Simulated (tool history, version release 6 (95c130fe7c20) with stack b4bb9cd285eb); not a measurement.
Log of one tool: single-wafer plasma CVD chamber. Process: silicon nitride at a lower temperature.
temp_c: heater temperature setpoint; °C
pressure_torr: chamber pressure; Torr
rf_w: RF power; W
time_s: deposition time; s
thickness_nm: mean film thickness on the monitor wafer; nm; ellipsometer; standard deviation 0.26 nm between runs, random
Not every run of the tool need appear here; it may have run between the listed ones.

{"run": 1, "day": 0.0, "temp_c": 360, "pressure_torr": 1.69, "rf_w": 395, "time_s": 29.3, "thickness_nm": 38.863}
{"run": 2, "day": 0.338, "temp_c": 360, "pressure_torr": 1.83, "rf_w": 395, "time_s": 29.3, "thickness_nm": 39.577}
{"run": 3, "day": 0.446, "temp_c": 353, "pressure_torr": 1.83, "rf_w": 395, "time_s": 29.3, "thickness_nm": 40.45}
{"run": 4, "day": 0.746, "temp_c": 353, "pressure_torr": 1.83, "rf_w": 365, "time_s": 29.3, "thickness_nm": 37.113}
{"run": 5, "day": 0.796, "temp_c": 353, "pressure_torr": 1.92, "rf_w": 380, "time_s": 29.3, "thickness_nm": 39.223}
{"run": 6, "day": 0.912, "temp_c": 353, "pressure_torr": 2.0, "rf_w": 390, "time_s": 29.3, "thickness_nm": 40.41}
{"run": 7, "day": 1.142, "temp_c": 353, "pressure_torr": 2.06, "rf_w": 400, "time_s": 29.3, "thickness_nm": 41.407}
{"run": 8, "day": 1.421, "temp_c": 353, "pressure_torr": 2.11, "rf_w": 410, "time_s": 29.3, "thickness_nm": 42.987}

Forecast run 9:
{"run": 9, "day": 1.708, "temp_c": 353, "pressure_torr": 2.16, "rf_w": 415, "time_s": 29.3, "thickness_nm": "?"}

{"run 9": {"thickness_nm": 43.763}}

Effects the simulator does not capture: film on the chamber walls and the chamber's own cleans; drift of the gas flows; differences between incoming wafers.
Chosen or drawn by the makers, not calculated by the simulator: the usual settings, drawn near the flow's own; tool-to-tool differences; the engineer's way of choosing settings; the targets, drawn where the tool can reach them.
